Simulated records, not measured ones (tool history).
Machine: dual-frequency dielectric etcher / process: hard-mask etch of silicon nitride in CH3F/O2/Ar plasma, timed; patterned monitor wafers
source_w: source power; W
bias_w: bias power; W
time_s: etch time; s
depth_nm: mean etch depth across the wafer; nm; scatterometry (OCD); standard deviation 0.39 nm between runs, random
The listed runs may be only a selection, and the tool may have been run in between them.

run 1 hour=0 | source_w=340 bias_w=86 time_s=246.5 | depth_nm=192.32
run 2 hour=4.6 | source_w=340 bias_w=94 time_s=246.5 | depth_nm=197.21
run 3 hour=6.8 | source_w=310 bias_w=94 time_s=246.5 | depth_nm=190.8
run 4 hour=12.5 | source_w=310 bias_w=87 time_s=246.5 | depth_nm=186.03
run 5 hour=13.6 | source_w=300 bias_w=86 time_s=246.5 | depth_nm=182.54
run 6 hour=16.9 | source_w=300 bias_w=94 time_s=246.5 | depth_nm=188.42
run 7 hour=17.8 | source_w=290 bias_w=92 time_s=246.5 | depth_nm=184.77
run 8 hour=20.4 | source_w=280 bias_w=91 time_s=246.5 | depth_nm=182.16
run 9 hour=25.7 | source_w=270 bias_w=90 time_s=246.5 | depth_nm=179.24

For run 10, what comes out?
run 10 hour=26.9 | source_w=260 bias_w=89 time_s=246.5 | depth_nm=?

{"run 10": {"depth_nm": 176.04}}
